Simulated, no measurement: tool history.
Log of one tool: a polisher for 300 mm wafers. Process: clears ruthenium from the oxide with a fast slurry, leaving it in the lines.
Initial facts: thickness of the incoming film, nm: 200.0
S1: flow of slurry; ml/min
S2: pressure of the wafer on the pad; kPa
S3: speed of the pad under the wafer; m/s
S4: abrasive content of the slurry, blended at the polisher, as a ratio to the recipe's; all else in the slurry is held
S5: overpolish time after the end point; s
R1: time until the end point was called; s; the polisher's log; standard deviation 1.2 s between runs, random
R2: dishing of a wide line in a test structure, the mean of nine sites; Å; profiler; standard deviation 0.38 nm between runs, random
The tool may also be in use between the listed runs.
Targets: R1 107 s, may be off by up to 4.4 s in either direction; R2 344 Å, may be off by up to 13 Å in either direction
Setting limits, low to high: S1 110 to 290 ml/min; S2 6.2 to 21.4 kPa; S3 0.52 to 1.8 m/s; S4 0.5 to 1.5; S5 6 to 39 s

run,hour,S1,S2,S3,S4,S5,R1,R2
1,0,185,13.8,1.16,1,20,60.68,440.28
2,2.9,180,11.7,1.16,1,21,69.036,407.85
3,7.1,180,10.3,1.14,1,22,78.848,387.77
4,9.1,180,10.3,1.14,1,28,79.296,460.54
5,11.7,180,12.4,1.14,1,28,68.091,514.28
6,18.8,180,11,1.14,1,27,74.298,458.44
7,20.1,180,11,1.14,1,27,73.887,462.42
8,22.4,180,9.7,1.14,1,27,83.138,426.34
9,24.6,180,9,1.14,1,27,90.217,399.67
10,26.3,180,8.3,1.14,1,27,96.335,390.34
11,30.7,180,8.3,1.14,1,26,96.009,372.93

Pick the move, out of 5, that brings all results within their allowed miss; only one does.
A,35.1,185,6.9,1.18,1.05,26,?,?
B,35.1,205,9,1.3,0.95,25,?,?
C,35.1,125,11,0.7,0.9,32,?,?
D,35.1,175,9.7,0.86,0.95,29,?,?
E,35.1,175,6.2,1.24,1.2,37,?,?

move,R1,R2
A,107.36,344.17
B,81.429,410.39
C,121.44,366.96
D,109.59,368.13
E,107.32,444.99
A: every result lands within tolerance
B: its largest miss is bigger than the last run's
C: moves the result that the last run missed by most past its target, out the other side
D: the furthest-off result lands on target, but another misses its tolerance
E: the furthest-off result lands on target, but another misses its tolerance
Answer: A

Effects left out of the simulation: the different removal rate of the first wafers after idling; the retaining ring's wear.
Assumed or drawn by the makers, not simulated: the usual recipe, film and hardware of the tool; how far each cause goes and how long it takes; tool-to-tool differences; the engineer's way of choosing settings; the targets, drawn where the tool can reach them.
